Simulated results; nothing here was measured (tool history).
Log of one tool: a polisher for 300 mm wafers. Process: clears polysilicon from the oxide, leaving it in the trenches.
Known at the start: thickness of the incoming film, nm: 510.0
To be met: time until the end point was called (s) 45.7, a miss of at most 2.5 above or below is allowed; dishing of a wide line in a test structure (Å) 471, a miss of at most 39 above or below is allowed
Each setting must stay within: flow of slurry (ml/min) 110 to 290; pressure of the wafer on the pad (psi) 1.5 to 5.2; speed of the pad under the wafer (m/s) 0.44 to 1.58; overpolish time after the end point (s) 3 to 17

run	hour	flow of slurry (ml/min)	pressure of the wafer on the pad (psi)	speed of the pad under the wafer (m/s)	overpolish time after the end point (s)	time until the end point was called (s)	dishing of a wide line in a test structure (Å)
1	0	185	3.3	1	9	31.703	455.77
2	5.3	185	3.1	1	10	32.586	478.25
3	11.9	215	3.1	1	10	32.537	493.21
4	20.4	215	2.9	1	10	34.01	484.53
5	28.2	215	2.9	1	11	34.818	467.09
6	36.4	215	3.7	1	11	27.277	511.24
7	43.9	215	3.4	1	11	30.068	486.86
8	45.5	220	3.2	1	11	30.78	494.67
9	48.5	220	3	1	11	33.498	468.81
10	55	230	2.9	0.96	10	36.306	484.74
11	57	230	2.8	0.96	10	37.754	488.98
12	64.3	230	2.7	0.96	10	39.46	479.58
13	66.9	230	2.6	0.96	10	39.029	468.81
14	73.8	235	2.5	0.96	10	39.833	464.21
15	79.3	240	2.5	0.94	10	41.498	458.52
16	80.8	240	2.5	0.94	10	41.415	456.76
17	87.6	250	2.5	0.94	10	42.116	452.25
18	95.7	245	2.5	0.94	11	40.476	483.07

5 next moves are on the table. One of them brings every result within its allowed miss. Which?
A	103.8	260	3.2	0.82	11	?	?
B	103.8	270	2.5	0.84	11	?	?
C	103.8	270	2.6	0.92	12	?	?
D	103.8	290	2	0.94	14	?	?
E	103.8	250	2.7	0.88	7	?	?

move	time until the end point was called (s)	dishing of a wide line in a test structure (Å)
A	37.478	472.52
B	46.284	454.42
C	40.821	472.63
D	51.029	467.46
E	41.435	411.25
A: the biggest miss grows against the last run
B: every result lands within tolerance
C: closer than the last run, but not yet in spec
D: the result that was furthest off in the last run now lies on the other side of its target
E: closer than the last run, but not yet in spec
Move B is the one to make.

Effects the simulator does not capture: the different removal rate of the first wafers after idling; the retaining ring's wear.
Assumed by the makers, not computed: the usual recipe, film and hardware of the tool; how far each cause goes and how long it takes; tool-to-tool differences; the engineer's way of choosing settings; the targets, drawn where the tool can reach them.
